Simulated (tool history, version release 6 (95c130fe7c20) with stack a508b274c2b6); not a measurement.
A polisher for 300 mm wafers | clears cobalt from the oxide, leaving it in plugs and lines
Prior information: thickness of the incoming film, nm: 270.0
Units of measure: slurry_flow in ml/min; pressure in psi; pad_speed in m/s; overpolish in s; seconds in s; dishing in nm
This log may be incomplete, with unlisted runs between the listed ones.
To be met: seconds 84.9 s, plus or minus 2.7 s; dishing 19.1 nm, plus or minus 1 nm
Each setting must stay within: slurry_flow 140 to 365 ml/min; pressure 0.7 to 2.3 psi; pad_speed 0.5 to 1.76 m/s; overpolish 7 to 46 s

run 1 hour=0 | slurry_flow=235 pressure=1.5 pad_speed=1.12 overpolish=24 | seconds=71.097 dishing=53.795
run 2 hour=2.8 | slurry_flow=230 pressure=1.4 pad_speed=1.12 overpolish=19 | seconds=76.138 dishing=45.566
run 3 hour=7.6 | slurry_flow=230 pressure=1.1 pad_speed=1.12 overpolish=19 | seconds=95.122 dishing=38.75
run 4 hour=13.4 | slurry_flow=260 pressure=1.1 pad_speed=1.12 overpolish=19 | seconds=94.437 dishing=39.249
run 5 hour=19.6 | slurry_flow=300 pressure=1.1 pad_speed=1.12 overpolish=19 | seconds=92.837 dishing=41.247
run 6 hour=21.3 | slurry_flow=300 pressure=1.1 pad_speed=1.12 overpolish=24 | seconds=92.642 dishing=45.287
run 7 hour=28.5 | slurry_flow=250 pressure=1 pad_speed=1.24 overpolish=19 | seconds=94.165 dishing=37.564
run 8 hour=36.6 | slurry_flow=215 pressure=0.9 pad_speed=1.4 overpolish=15 | seconds=98.701 dishing=31.957
run 9 hour=44.9 | slurry_flow=190 pressure=0.9 pad_speed=1.52 overpolish=12 | seconds=95.182 dishing=28.311
run 10 hour=49.4 | slurry_flow=175 pressure=0.9 pad_speed=1.6 overpolish=10 | seconds=91.26 dishing=24.184
run 11 hour=50.1 | slurry_flow=165 pressure=0.9 pad_speed=1.66 overpolish=9 | seconds=89.184 dishing=22.824
run 12 hour=55 | slurry_flow=155 pressure=0.9 pad_speed=1.7 overpolish=8 | seconds=87.744 dishing=21.154

Exactly one of the 4 candidate moves below puts every result within its allowed miss. Which one?
run A hour=59.9 | slurry_flow=160 pressure=0.9 pad_speed=1.76 overpolish=10 | seconds=? dishing=?
run B hour=59.9 | slurry_flow=160 pressure=0.9 pad_speed=1.76 overpolish=7 | seconds=? dishing=?
run C hour=59.9 | slurry_flow=145 pressure=0.9 pad_speed=1.64 overpolish=7 | seconds=? dishing=?
run D hour=59.9 | slurry_flow=140 pressure=0.9 pad_speed=1.64 overpolish=8 | seconds=? dishing=?

move=A seconds=86.246 dishing=25.79
move=B seconds=86.246 dishing=19.037
move=C seconds=92.092 dishing=17.974
move=D seconds=92.481 dishing=20.127
A: the biggest miss grows against the last run
B: all results land within tolerance of their targets
C: the result that was furthest off in the last run now lies on the other side of its target
D: the biggest miss grows against the last run
B is the move that brings every result within its allowed miss.
